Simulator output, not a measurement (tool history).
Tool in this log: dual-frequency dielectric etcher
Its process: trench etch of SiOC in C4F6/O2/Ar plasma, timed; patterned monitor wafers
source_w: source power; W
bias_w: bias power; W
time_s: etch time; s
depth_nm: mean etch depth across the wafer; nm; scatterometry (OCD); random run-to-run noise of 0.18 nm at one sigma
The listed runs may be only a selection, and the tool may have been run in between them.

Run 1, day 0.000: source_w 330 W, bias_w 154 W, time_s 22.5 s. Result: depth_nm 41.930 nm.
Run 2, day 0.088: source_w 310 W, bias_w 149 W, time_s 22.5 s. Result: depth_nm 40.790 nm.
Run 3, day 0.208: source_w 310 W, bias_w 136 W, time_s 22.5 s. Result: depth_nm 39.826 nm.
Run 4, day 0.333: source_w 290 W, bias_w 132 W, time_s 22.5 s. Result: depth_nm 38.480 nm.
Run 5, day 0.404: source_w 280 W, bias_w 130 W, time_s 22.5 s. Result: depth_nm 38.234 nm.
Run 6, day 0.658: source_w 280 W, bias_w 130 W, time_s 23.5 s. Result: depth_nm 39.823 nm.
Run 7, day 0.996: source_w 270 W, bias_w 125 W, time_s 23.5 s. Result: depth_nm 39.117 nm.
Run 8, day 1.121: source_w 260 W, bias_w 121 W, time_s 23.5 s. Result: depth_nm 38.172 nm.
Run 9, day 1.267: source_w 250 W, bias_w 118 W, time_s 23.5 s. Result: depth_nm 37.377 nm.

What does the tool deliver on the next run?
Run 10, day 1.362: source_w 240 W, bias_w 116 W, time_s 23.5 s. Result: depth_nm ?.

depth_nm: 36.586 nm

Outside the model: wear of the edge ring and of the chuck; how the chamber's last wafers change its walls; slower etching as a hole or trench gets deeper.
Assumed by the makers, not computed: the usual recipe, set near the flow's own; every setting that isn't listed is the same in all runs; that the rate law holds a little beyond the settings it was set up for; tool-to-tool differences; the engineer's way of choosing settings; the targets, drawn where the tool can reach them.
